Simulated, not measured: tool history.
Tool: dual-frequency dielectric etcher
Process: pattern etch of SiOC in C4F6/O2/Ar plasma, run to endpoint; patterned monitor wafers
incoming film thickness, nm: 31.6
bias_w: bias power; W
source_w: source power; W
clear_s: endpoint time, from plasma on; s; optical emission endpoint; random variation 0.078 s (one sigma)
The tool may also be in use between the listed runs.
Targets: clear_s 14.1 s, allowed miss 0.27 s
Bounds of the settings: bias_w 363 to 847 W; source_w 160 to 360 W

run	day	bias_w	source_w	clear_s
1	0	605	260	11.721
2	0.046	570	250	12.143
3	0.162	541	250	12.481
4	0.367	518	250	12.587
5	0.475	609	250	11.863
6	0.521	574	250	12.143
7	0.879	544	250	12.372
8	1.1	518	250	12.704
# day 1.338: wet clean of the chamber
9	1.338	499	250	13.585
10	1.421	495	250	13.442
11	1.475	489	250	13.7
12	1.8	486	250	13.743
13	2.158	483	250	13.886
14	2.379	481	250	13.824

Which of these 4 next moves meets every target?
A	2.6	500	220	?
B	2.6	465	290	?
C	2.6	529	230	?
D	2.6	482	260	?

move	clear_s
A	14.125
B	13.531
C	13.599
D	13.727
A: meets every target
B: further off than the last run
C: further off than the last run
D: further off than the last run
Move A is the one to make.
